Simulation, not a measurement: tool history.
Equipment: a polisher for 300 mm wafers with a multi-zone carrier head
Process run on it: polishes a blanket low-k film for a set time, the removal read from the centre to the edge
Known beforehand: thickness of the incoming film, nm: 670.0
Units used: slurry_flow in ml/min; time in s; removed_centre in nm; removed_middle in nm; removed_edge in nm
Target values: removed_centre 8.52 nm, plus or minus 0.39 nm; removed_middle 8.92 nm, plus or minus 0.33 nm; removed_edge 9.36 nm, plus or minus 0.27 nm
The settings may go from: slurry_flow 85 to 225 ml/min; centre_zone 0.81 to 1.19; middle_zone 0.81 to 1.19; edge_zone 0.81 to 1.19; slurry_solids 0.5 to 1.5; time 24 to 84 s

run    day  slurry_flow  centre_zone  middle_zone  edge_zone  slurry_solids  time  removed_centre  removed_middle  removed_edge
  1      0          145            1            1          1              1    54          17.095          17.323        17.349
  2  0.029          145         0.95            1          1              1    54          16.173          16.906        17.615
  3  0.258          135         0.94         0.99       0.96           0.85    48          12.525          13.754        13.782
  4  0.512          135         0.94         0.99       0.87           0.85    48          12.153          13.517         13.12
  5  0.567          135         0.94         0.99        0.9           0.85    48          12.442          13.858        13.109
  6  0.692          135         0.94         0.91        0.9           0.85    48          12.782          12.604        13.495
  7  0.979          125         0.93          0.9       0.87           0.75    46          10.806          11.188        11.498
  8  1.321           95         0.91         0.81       0.83           0.55    45          7.5349          7.2795        8.2676
     1.588  -- centre zone pressure recalibrated
  9  1.588          110          0.9         0.83       0.83           0.55    45          8.2671          7.7223        8.4716
 10  1.825          110          0.9         0.87       0.87           0.55    45          8.4518          7.9719         8.593
 11  2.046          105          0.9         0.88       0.87            0.6    44          8.6336          8.2523        8.9328

Next run, 4 choices. One meets every target within its allowed miss, the rest don't. Which?
  A  2.267          125         0.92         0.87       0.86           0.55    45               ?               ?             ?
  B  2.267           85         0.84         0.82       0.84           1.05    35               ?               ?             ?
  C  2.267           90         0.85         0.89       0.81            0.8    40               ?               ?             ?
  D  2.267          115         0.86          0.9       0.81            0.8    35               ?               ?             ?

move  removed_centre  removed_middle  removed_edge
   A          8.7489          8.4737        8.8357
   B          8.2419           8.505        9.6098
   C          8.3941          9.1163        9.4012
   D          8.1599          8.7292         8.684
A: just as far off the targets as the last run
B: moves toward the targets from the last run without getting all of them in spec
C: meets every target
D: the worst result of the last run now meets its target, but another is out of spec
Answer: C
